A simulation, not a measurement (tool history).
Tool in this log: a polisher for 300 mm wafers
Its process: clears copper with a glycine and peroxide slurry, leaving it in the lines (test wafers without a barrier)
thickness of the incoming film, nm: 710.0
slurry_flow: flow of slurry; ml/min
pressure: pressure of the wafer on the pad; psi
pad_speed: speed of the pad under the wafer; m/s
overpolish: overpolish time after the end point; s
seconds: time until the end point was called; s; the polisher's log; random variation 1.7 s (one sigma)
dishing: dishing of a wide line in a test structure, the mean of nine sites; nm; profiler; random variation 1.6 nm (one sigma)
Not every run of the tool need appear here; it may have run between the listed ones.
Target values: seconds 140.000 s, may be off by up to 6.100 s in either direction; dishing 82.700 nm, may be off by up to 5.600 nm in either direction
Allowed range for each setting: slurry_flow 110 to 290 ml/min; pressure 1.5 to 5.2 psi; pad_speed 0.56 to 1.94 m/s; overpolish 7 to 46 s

| run | hour | slurry_flow | pressure | pad_speed | overpolish | seconds | dishing |
|---|---|---|---|---|---|---|---|
| 1 | 0.0 | 185 | 3.3 | 1.24 | 24 | 71.348 | 108.220 |
| 2 | 1.7 | 185 | 3.3 | 1.24 | 15 | 72.166 | 76.084 |
| 3 | 2.9 | 185 | 3.3 | 1.24 | 21 | 71.563 | 101.500 |
| 4 | 7.7 | 185 | 3.3 | 1.00 | 21 | 84.864 | 91.919 |
| 5 | 12.9 | 185 | 3.3 | 1.12 | 21 | 76.304 | 94.366 |
| 6 | 20.6 | 185 | 3.3 | 1.24 | 21 | 72.164 | 103.340 |
| 7 | 26.3 | 180 | 2.9 | 1.18 | 22 | 79.982 | 94.233 |
| 8 | 27.4 | 180 | 2.6 | 1.08 | 23 | 93.533 | 88.203 |
| 9 | 29.8 | 180 | 2.4 | 1.04 | 24 | 99.351 | 86.753 |
| 10 | 34.4 | 170 | 1.5 | 0.80 | 32 | 154.840 | 80.073 |
| 11 | 41.2 | 170 | 1.6 | 0.80 | 32 | 152.470 | 83.007 |
| 12 | 46.6 | 170 | 1.7 | 0.80 | 32 | 147.170 | 84.389 |

4 next moves are on the table. One of them brings every result within its allowed miss. Which?
| A | 52.0 | 125 | 2.1 | 0.82 | 31 | ? | ? |
| B | 52.0 | 125 | 2.0 | 0.70 | 36 | ? | ? |
| C | 52.0 | 255 | 1.5 | 0.72 | 32 | ? | ? |
| D | 52.0 | 110 | 1.5 | 0.86 | 34 | ? | ? |

| move | seconds | dishing |
|---|---|---|
| A | 141.190 | 84.113 |
| B | 162.470 | 85.466 |
| C | 159.650 | 79.072 |
| D | 163.900 | 79.971 |
A: meets every target
B: further off than the last run
C: further off than the last run
D: further off than the last run
Go with A: it meets all targets.

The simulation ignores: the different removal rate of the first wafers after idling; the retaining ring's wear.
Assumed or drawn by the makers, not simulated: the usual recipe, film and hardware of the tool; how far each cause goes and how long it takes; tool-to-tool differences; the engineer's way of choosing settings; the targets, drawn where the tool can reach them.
